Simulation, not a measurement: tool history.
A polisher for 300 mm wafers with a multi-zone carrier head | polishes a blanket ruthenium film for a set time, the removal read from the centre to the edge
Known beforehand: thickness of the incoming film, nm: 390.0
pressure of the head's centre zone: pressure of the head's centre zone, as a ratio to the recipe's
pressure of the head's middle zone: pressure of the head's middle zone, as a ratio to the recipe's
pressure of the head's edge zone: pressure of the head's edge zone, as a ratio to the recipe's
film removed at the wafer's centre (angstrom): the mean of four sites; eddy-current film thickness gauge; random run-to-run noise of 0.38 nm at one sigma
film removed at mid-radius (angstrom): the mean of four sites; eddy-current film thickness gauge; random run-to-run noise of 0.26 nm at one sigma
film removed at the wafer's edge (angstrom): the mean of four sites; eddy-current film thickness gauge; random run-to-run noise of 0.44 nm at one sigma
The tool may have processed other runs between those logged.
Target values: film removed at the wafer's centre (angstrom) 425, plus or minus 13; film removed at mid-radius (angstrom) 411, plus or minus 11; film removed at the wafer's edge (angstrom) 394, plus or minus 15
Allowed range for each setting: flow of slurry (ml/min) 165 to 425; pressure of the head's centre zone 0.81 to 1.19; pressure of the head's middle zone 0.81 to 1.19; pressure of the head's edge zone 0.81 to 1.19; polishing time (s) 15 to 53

run    day  flow of slurry (ml/min)  pressure of the head's centre zone  pressure of the head's middle zone  pressure of the head's edge zone  polishing time (s)  film removed at the wafer's centre (angstrom)  film removed at mid-radius (angstrom)  film removed at the wafer's edge (angstrom)
  1      0                      275                                   1                                   1                                 1                  34                                         270.18                                 279.32                                       271.31
  2  0.229                      280                                1.02                                1.01                              1.02                  35                                         282.78                                 292.14                                       294.24
  3  0.408                      280                                1.02                                1.01                              1.08                  35                                            280                                 285.21                                       291.81
  4  0.579                      290                                1.04                                1.02                              1.07                  36                                         292.45                                 300.83                                        305.2
  5  0.817                      290                                1.06                                1.02                              1.05                  37                                         309.59                                 308.34                                        306.7
  6  1.012                      290                                1.06                                0.94                              1.05                  37                                         305.79                                 288.04                                        312.2
  7  1.362                      295                                1.07                                0.96                              1.05                  38                                         320.38                                 302.96                                       318.18
  8  1.725                      300                                1.08                                0.98                              1.06                  39                                         328.24                                 311.55                                       331.12

Which single option among these 4 for the next run brings every result within its allowed miss of target? Just one does.
  A  2.088                      310                                 1.1                                   1                              0.94                  50                                              ?                                      ?                                            ?
  B  2.088                      320                                1.15                                0.96                              1.19                  48                                              ?                                      ?                                            ?
  C  2.088                      305                                1.16                                1.09                              0.95                  44                                              ?                                      ?                                            ?
  D  2.088                      240                                1.15                                0.99                                 1                  49                                              ?                                      ?                                            ?

move  film removed at the wafer's centre (angstrom)  film removed at mid-radius (angstrom)  film removed at the wafer's edge (angstrom)
   A                                          436.3                                 410.37                                       401.52
   B                                         435.06                                 381.42                                       434.43
   C                                         400.22                                 387.95                                       354.31
   D                                         431.89                                 389.63                                       398.34
A: hits every target within its allowed miss
B: nearer than the last run, and not there yet
C: nearer than the last run, and not there yet
D: nearer than the last run, and not there yet
Move A is the one to make.

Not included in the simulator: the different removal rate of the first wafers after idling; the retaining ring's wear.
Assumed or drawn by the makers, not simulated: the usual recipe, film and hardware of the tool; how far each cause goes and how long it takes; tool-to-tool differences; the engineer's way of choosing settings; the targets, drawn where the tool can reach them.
